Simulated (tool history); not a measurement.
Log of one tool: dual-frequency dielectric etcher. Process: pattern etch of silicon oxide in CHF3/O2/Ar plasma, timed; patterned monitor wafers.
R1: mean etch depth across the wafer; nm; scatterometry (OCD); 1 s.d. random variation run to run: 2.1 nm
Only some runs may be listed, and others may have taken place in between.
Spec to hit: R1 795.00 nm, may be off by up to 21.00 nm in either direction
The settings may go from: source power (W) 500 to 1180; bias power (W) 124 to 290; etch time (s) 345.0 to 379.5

{"run": 1, "day": 0.0, "source power (W)": 840, "bias power (W)": 207, "etch time (s)": 379.5, "R1": 899.32}
{"run": 2, "day": 0.304, "source power (W)": 800, "bias power (W)": 204, "etch time (s)": 378.5, "R1": 878.55}
{"run": 3, "day": 0.508, "source power (W)": 770, "bias power (W)": 201, "etch time (s)": 377.5, "R1": 854.37}
{"run": 4, "day": 0.558, "source power (W)": 750, "bias power (W)": 200, "etch time (s)": 377.0, "R1": 844.0}
{"run": 5, "day": 0.692, "source power (W)": 730, "bias power (W)": 199, "etch time (s)": 376.5, "R1": 834.29}
{"run": 6, "day": 1.054, "source power (W)": 730, "bias power (W)": 199, "etch time (s)": 379.5, "R1": 839.77}
{"run": 7, "day": 1.396, "source power (W)": 730, "bias power (W)": 199, "etch time (s)": 379.5, "R1": 837.25}
{"run": 8, "day": 1.633, "source power (W)": 720, "bias power (W)": 198, "etch time (s)": 379.0, "R1": 832.11}
{"run": 9, "day": 1.675, "source power (W)": 710, "bias power (W)": 197, "etch time (s)": 379.0, "R1": 832.06}
{"run": 10, "day": 1.829, "source power (W)": 620, "bias power (W)": 188, "etch time (s)": 376.5, "R1": 760.97}
{"day": 2.2, "done": "bias power generator calibrated"}
{"run": 11, "day": 2.2, "source power (W)": 630, "bias power (W)": 189, "etch time (s)": 376.5, "R1": 760.34}
{"run": 12, "day": 2.4, "source power (W)": 640, "bias power (W)": 190, "etch time (s)": 376.5, "R1": 768.89}
{"run": 13, "day": 2.717, "source power (W)": 640, "bias power (W)": 190, "etch time (s)": 376.5, "R1": 767.56}
{"run": 14, "day": 2.992, "source power (W)": 650, "bias power (W)": 190, "etch time (s)": 376.5, "R1": 773.66}
{"run": 15, "day": 3.104, "source power (W)": 650, "bias power (W)": 190, "etch time (s)": 376.5, "R1": 768.16}

5 candidate next runs follow, results not yet known. Just one meets every target within its allowed miss. Identify it.
{"run": "A", "day": 3.217, "source power (W)": 660, "bias power (W)": 168, "etch time (s)": 379.5, "R1": "?"}
{"run": "B", "day": 3.217, "source power (W)": 620, "bias power (W)": 206, "etch time (s)": 379.5, "R1": "?"}
{"run": "C", "day": 3.217, "source power (W)": 680, "bias power (W)": 193, "etch time (s)": 357.5, "R1": "?"}
{"run": "D", "day": 3.217, "source power (W)": 620, "bias power (W)": 175, "etch time (s)": 379.5, "R1": "?"}
{"run": "E", "day": 3.217, "source power (W)": 660, "bias power (W)": 170, "etch time (s)": 379.5, "R1": "?"}

move=A R1=747.05
move=B R1=783.76
move=C R1=747.98
move=D R1=739.22
move=E R1=750.16
A: misses by more than the last run did
B: in spec on every target
C: misses by more than the last run did
D: misses by more than the last run did
E: misses by more than the last run did
Go with B: it meets all targets.

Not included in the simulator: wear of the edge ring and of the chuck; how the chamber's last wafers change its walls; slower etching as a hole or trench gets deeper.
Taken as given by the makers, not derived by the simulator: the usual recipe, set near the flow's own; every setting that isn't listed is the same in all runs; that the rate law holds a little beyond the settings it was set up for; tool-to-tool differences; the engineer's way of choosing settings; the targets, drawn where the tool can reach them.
